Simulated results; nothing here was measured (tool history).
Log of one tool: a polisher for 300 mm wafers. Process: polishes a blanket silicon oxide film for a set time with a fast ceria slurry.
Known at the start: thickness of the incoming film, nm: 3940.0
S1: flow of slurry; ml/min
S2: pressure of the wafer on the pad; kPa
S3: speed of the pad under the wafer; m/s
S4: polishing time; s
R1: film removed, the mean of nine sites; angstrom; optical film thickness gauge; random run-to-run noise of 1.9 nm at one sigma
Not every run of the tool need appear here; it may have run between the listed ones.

run	hour	S1	S2	S3	S4	R1
1	0.0	270	13.1	1.12	30	3725.6
2	3.9	265	12.4	1.12	30	3576.5
3	8.4	265	11.7	1.12	30	3341.2
4	13.6	265	11.7	1.40	30	4215.0
5	17.7	265	14.5	1.40	30	5209.5
6	21.4	205	14.5	1.40	30	4897.5
7	22.3	195	13.1	1.40	30	4448.6
8	26.1	190	11.7	1.40	30	3963.4

Run 9, settings as shown, results not yet in. Your forecast:
9	27.5	185	10.3	1.40	30	?

{"run 9": {"R1": 3549.8}}
